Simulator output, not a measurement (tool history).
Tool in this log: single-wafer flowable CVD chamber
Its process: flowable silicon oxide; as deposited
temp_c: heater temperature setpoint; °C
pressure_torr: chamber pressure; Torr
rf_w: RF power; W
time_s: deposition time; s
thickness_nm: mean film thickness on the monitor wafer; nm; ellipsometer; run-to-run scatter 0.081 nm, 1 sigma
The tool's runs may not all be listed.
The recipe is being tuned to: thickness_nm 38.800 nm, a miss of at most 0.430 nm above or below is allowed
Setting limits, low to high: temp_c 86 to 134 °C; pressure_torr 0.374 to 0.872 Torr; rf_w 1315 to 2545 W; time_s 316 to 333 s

run,hour,temp_c,pressure_torr,rf_w,time_s,thickness_nm
1,0.0,110,0.623,1930,333,102.580
2,2.0,114,0.609,1930,333,87.904
3,3.5,124,0.609,1930,333,65.258
4,6.1,126,0.594,1930,333,60.544
5,10.4,126,0.594,1930,333,60.599
6,11.5,127,0.578,1930,333,57.272
7,13.8,127,0.578,1930,333,57.317
8,15.0,128,0.562,1930,333,54.320
9,20.9,129,0.547,1930,333,51.483
10,25.3,130,0.534,1930,333,49.191
11,32.3,131,0.522,1930,333,47.005
12,39.6,131,0.522,1930,333,47.075
13,42.8,131,0.511,1930,333,46.315
14,49.5,131,0.501,1930,333,45.172
15,53.7,131,0.495,1930,333,44.802
16,55.8,131,0.489,1930,333,44.367
17,63.2,131,0.484,1930,333,43.756
18,69.4,131,0.481,1930,333,43.634

Below are 5 possible settings for the next run. Only one of them brings all results inside the allowed miss of their targets. Which is it?
A,75.6,134,0.459,1915,323,?
B,75.6,134,0.472,1900,316,?
C,75.6,123,0.455,1935,331,?
D,75.6,132,0.455,1685,324,?
E,75.6,128,0.451,1705,317,?

move,thickness_nm
A,37.864
B,37.951
C,50.844
D,38.706
E,41.453
A: carries the result that was furthest off beyond its target, to the other side
B: carries the result that was furthest off beyond its target, to the other side
C: further off than the last run
D: hits every target within its allowed miss
E: better than the last run, though not everything is in spec
D is the move that brings every result within its allowed miss.
